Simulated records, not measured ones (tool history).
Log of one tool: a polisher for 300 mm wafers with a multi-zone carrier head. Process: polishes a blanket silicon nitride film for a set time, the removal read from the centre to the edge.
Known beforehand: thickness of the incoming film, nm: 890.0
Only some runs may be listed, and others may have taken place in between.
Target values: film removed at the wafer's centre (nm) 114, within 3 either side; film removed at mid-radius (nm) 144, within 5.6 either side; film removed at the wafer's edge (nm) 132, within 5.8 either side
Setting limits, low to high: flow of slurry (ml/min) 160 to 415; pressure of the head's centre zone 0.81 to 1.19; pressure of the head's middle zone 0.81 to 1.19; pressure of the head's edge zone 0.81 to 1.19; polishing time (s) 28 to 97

| run | hour | flow of slurry (ml/min) | pressure of the head's centre zone | pressure of the head's middle zone | pressure of the head's edge zone | polishing time (s) | film removed at the wafer's centre (nm) | film removed at mid-radius (nm) | film removed at the wafer's edge (nm) |
|---|---|---|---|---|---|---|---|---|---|
| 1 | 0 | 265 | 1 | 1 | 1 | 62 | 90.555 | 88.605 | 86.772 |
| 2 | 8.6 | 265 | 0.98 | 1.04 | 1.03 | 67 | 95.666 | 99.996 | 97.074 |
| 3 | 11.4 | 315 | 0.98 | 1.04 | 1.03 | 67 | 97.213 | 102.57 | 98.891 |
| 4 | 19.3 | 325 | 0.98 | 1.07 | 1.06 | 70 | 102.07 | 108.61 | 104.56 |
| 5 | 28.3 | 365 | 0.98 | 1.07 | 1.06 | 70 | 103.49 | 110.05 | 102.66 |
| 6 | 35.6 | 355 | 0.96 | 1.09 | 1.07 | 73 | 104.54 | 115.28 | 107.43 |
| 7 | 38 | 345 | 0.94 | 1.11 | 1.08 | 76 | 107.04 | 121.37 | 116.94 |
| 8 | 39.1 | 350 | 0.93 | 1.13 | 1.07 | 78 | 109.39 | 128.15 | 118.21 |

Consider the 4 candidate settings below. Which is the only one whose results all fall within their allowed miss of target?
| A | 40.2 | 355 | 0.99 | 1.18 | 1.09 | 77 | ? | ? | ? |
| B | 40.2 | 360 | 1.02 | 1.18 | 1.03 | 68 | ? | ? | ? |
| C | 40.2 | 365 | 0.86 | 1.12 | 1.08 | 88 | ? | ? | ? |
| D | 40.2 | 385 | 0.84 | 1.16 | 1.18 | 94 | ? | ? | ? |

| move | film removed at the wafer's centre (nm) | film removed at mid-radius (nm) | film removed at the wafer's edge (nm) |
|---|---|---|---|
| A | 114.5 | 129.51 | 114.94 |
| B | 104.33 | 114.49 | 98.766 |
| C | 113.76 | 141.9 | 131.06 |
| D | 119.2 | 156.82 | 146.85 |
A: as far off as the last run
B: its largest miss is bigger than the last run's
C: in spec on every target
D: takes the biggest miss from the last run beyond its target
The right move is C.

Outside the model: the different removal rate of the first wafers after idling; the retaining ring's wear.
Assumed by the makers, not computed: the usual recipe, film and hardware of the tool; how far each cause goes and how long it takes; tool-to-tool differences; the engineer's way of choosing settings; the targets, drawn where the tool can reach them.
